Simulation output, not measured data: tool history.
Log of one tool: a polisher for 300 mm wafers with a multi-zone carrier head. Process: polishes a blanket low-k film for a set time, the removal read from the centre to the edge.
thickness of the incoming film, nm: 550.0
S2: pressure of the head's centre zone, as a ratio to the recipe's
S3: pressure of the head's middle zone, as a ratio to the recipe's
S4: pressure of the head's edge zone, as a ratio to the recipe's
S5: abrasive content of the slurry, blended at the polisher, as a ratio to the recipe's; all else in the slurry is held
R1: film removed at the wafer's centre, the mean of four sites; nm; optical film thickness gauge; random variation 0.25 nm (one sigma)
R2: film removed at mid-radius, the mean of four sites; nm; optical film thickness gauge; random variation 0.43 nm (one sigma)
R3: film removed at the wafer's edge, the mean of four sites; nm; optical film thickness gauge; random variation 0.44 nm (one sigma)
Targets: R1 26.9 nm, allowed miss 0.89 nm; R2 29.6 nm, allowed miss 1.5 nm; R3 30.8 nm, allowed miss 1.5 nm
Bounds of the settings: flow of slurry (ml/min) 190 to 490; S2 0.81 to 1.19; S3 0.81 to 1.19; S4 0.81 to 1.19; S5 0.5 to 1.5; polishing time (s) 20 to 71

run 1 hour=0 | flow_of_slurry_(ml/min)=315 S2=1 S3=1 S4=1 S5=1 polishing_time_(s)=45 | R1=23.046 R2=22.259 R3=22.348
run 2 hour=2.1 | flow_of_slurry_(ml/min)=315 S2=1.06 S3=1 S4=1 S5=1 polishing_time_(s)=45 | R1=23.799 R2=22.494 R3=22.943
run 3 hour=10.6 | flow_of_slurry_(ml/min)=300 S2=1.04 S3=1.01 S4=1.03 S5=1.05 polishing_time_(s)=45 | R1=23.984 R2=23.067 R3=23.92
run 4 hour=14.8 | flow_of_slurry_(ml/min)=300 S2=1.04 S3=1.01 S4=1.1 S5=1.05 polishing_time_(s)=45 | R1=23.685 R2=23.398 R3=24.505
run 5 hour=19.5 | flow_of_slurry_(ml/min)=300 S2=1.11 S3=1.01 S4=1.1 S5=1.05 polishing_time_(s)=45 | R1=24.937 R2=23.124 R3=23.371
run 6 hour=25.5 | flow_of_slurry_(ml/min)=300 S2=1.11 S3=1.09 S4=1.1 S5=1.05 polishing_time_(s)=45 | R1=25.29 R2=24.714 R3=24.131
run 7 hour=27.6 | flow_of_slurry_(ml/min)=300 S2=1.09 S3=1.09 S4=1.11 S5=1.1 polishing_time_(s)=45 | R1=24.978 R2=24.454 R3=24.246
run 8 hour=31.4 | flow_of_slurry_(ml/min)=300 S2=1.07 S3=1.1 S4=1.12 S5=1.15 polishing_time_(s)=46 | R1=25.645 R2=25.812 R3=25.36
run 9 hour=39.4 | flow_of_slurry_(ml/min)=295 S2=1.05 S3=1.1 S4=1.13 S5=1.2 polishing_time_(s)=46 | R1=25.684 R2=26.16 R3=25.719
run 10 hour=41.6 | flow_of_slurry_(ml/min)=295 S2=1.03 S3=1.09 S4=1.14 S5=1.25 polishing_time_(s)=47 | R1=26.13 R2=27.165 R3=27.407
run 11 hour=43 | flow_of_slurry_(ml/min)=295 S2=1.02 S3=1.09 S4=1.15 S5=1.3 polishing_time_(s)=47 | R1=27.145 R2=27.262 R3=28.321
run 12 hour=49.4 | flow_of_slurry_(ml/min)=295 S2=1.01 S3=1.1 S4=1.15 S5=1.3 polishing_time_(s)=47 | R1=26.578 R2=28.422 R3=27.655
run 13 hour=55.5 | flow_of_slurry_(ml/min)=290 S2=1 S3=1.09 S4=1.16 S5=1.3 polishing_time_(s)=47 | R1=26.312 R2=27.476 R3=28.724
run 14 hour=59.3 | flow_of_slurry_(ml/min)=295 S2=0.97 S3=1.13 S4=1.19 S5=1.4 polishing_time_(s)=47 | R1=26.442 R2=28.489 R3=29.401

4 next moves are on the table. One of them brings every result within its allowed miss. Which?
run A hour=63.1 | flow_of_slurry_(ml/min)=380 S2=0.97 S3=0.93 S4=1.19 S5=1.45 polishing_time_(s)=46 | R1=? R2=? R3=?
run B hour=63.1 | flow_of_slurry_(ml/min)=275 S2=0.97 S3=1.19 S4=1.11 S5=1.4 polishing_time_(s)=46 | R1=? R2=? R3=?
run C hour=63.1 | flow_of_slurry_(ml/min)=345 S2=1 S3=0.93 S4=1.17 S5=1.25 polishing_time_(s)=49 | R1=? R2=? R3=?
run D hour=63.1 | flow_of_slurry_(ml/min)=335 S2=0.92 S3=1.08 S4=1.19 S5=1.5 polishing_time_(s)=48 | R1=? R2=? R3=?

move=A R1=26.496 R2=24.896 R3=29.31
move=B R1=25.369 R2=29.438 R3=27.36
move=C R1=27.081 R2=24.939 R3=29.198
move=D R1=26.709 R2=29.515 R3=30.633
A: brings the result that was furthest off to its target, and leaves another outside
B: further off than the last run
C: further off than the last run
D: meets every target
The right move is D.
